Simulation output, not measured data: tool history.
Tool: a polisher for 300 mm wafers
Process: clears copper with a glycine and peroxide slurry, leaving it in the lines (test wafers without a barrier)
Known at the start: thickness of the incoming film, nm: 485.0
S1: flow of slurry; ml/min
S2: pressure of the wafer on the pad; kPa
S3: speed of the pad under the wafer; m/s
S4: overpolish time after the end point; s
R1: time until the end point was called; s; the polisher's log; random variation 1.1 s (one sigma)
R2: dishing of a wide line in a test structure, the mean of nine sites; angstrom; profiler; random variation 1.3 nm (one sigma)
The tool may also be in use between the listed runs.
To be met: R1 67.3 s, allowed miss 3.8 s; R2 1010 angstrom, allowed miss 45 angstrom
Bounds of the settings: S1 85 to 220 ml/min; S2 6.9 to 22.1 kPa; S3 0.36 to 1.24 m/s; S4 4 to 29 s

{"run": 1, "hour": 0.0, "S1": 140, "S2": 14.5, "S3": 0.8, "S4": 15, "R1": 118.45, "R2": 426.85}
{"run": 2, "hour": 2.5, "S1": 140, "S2": 12.4, "S3": 0.8, "S4": 15, "R1": 132.46, "R2": 380.05}
{"run": 3, "hour": 4.1, "S1": 140, "S2": 12.4, "S3": 0.8, "S4": 21, "R1": 132.03, "R2": 516.12}
{"run": 4, "hour": 10.4, "S1": 145, "S2": 15.2, "S3": 0.84, "S4": 21, "R1": 111.35, "R2": 608.55}
{"run": 5, "hour": 13.9, "S1": 150, "S2": 17.2, "S3": 0.9, "S4": 21, "R1": 91.809, "R2": 689.26}
{"run": 6, "hour": 17.5, "S1": 150, "S2": 18.6, "S3": 0.92, "S4": 22, "R1": 88.321, "R2": 770.67}
{"run": 7, "hour": 21.8, "S1": 155, "S2": 20, "S3": 0.94, "S4": 22, "R1": 79.472, "R2": 835.38}
{"run": 8, "hour": 27.3, "S1": 160, "S2": 20.7, "S3": 0.96, "S4": 22, "R1": 74.971, "R2": 846.49}
{"run": 9, "hour": 30.6, "S1": 160, "S2": 21.4, "S3": 0.98, "S4": 23, "R1": 71.665, "R2": 938.66}
{"run": 10, "hour": 32.8, "S1": 165, "S2": 22.1, "S3": 1, "S4": 23, "R1": 70.305, "R2": 960.12}
{"run": 11, "hour": 37.2, "S1": 165, "S2": 22.1, "S3": 1.02, "S4": 23, "R1": 67.781, "R2": 967.65}

5 next moves are on the table. One of them brings every result within its allowed miss. Which?
{"run": "A", "hour": 41.6, "S1": 135, "S2": 22.1, "S3": 1.24, "S4": 21, "R1": "?", "R2": "?"}
{"run": "B", "hour": 41.6, "S1": 175, "S2": 21.4, "S3": 1.16, "S4": 20, "R1": "?", "R2": "?"}
{"run": "C", "hour": 41.6, "S1": 185, "S2": 22.1, "S3": 1, "S4": 24, "R1": "?", "R2": "?"}
{"run": "D", "hour": 41.6, "S1": 150, "S2": 22.1, "S3": 0.96, "S4": 23, "R1": "?", "R2": "?"}
{"run": "E", "hour": 41.6, "S1": 205, "S2": 19.3, "S3": 1.06, "S4": 21, "R1": "?", "R2": "?"}

move=A R1=58.581 R2=987.62
move=B R1=60.796 R2=928.73
move=C R1=66.568 R2=999.74
move=D R1=71.379 R2=922.91
move=E R1=69.876 R2=866.07
A: brings the result that was furthest off to its target, and leaves another outside
B: further off than the last run
C: meets every target
D: further off than the last run
E: further off than the last run
Move C is the one to make.
